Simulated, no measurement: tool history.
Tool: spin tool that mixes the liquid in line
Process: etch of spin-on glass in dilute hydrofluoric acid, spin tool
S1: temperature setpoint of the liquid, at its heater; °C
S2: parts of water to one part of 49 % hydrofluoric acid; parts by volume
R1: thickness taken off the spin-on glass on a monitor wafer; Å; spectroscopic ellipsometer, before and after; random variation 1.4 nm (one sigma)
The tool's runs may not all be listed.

Run 1, hour 0: S1 22 °C, S2 55 parts by volume, time under the liquid (s) 130. Result: R1 969.23 Å.
Run 2, hour 5: S1 23 °C, S2 55 parts by volume, time under the liquid (s) 130. Result: R1 1031 Å.
Run 3, hour 5.9: S1 24 °C, S2 55 parts by volume, time under the liquid (s) 130. Result: R1 1069.9 Å.
Run 4, hour 10.8: S1 25.5 °C, S2 55 parts by volume, time under the liquid (s) 130. Result: R1 1122.5 Å.
Run 5, hour 13.8: S1 25.5 °C, S2 35 parts by volume, time under the liquid (s) 130. Result: R1 1871.3 Å.
Run 6, hour 17.7: S1 24.5 °C, S2 35 parts by volume, time under the liquid (s) 130. Result: R1 1722.1 Å.
Run 7, hour 23.5: S1 24 °C, S2 35 parts by volume, time under the liquid (s) 130. Result: R1 1701.7 Å.

Run 8 comes next. What will it give?
Run 8, hour 31.9: S1 23.5 °C, S2 35 parts by volume, time under the liquid (s) 130. Result: R1 ?.

{"run 8": {"R1": 1707.1}}

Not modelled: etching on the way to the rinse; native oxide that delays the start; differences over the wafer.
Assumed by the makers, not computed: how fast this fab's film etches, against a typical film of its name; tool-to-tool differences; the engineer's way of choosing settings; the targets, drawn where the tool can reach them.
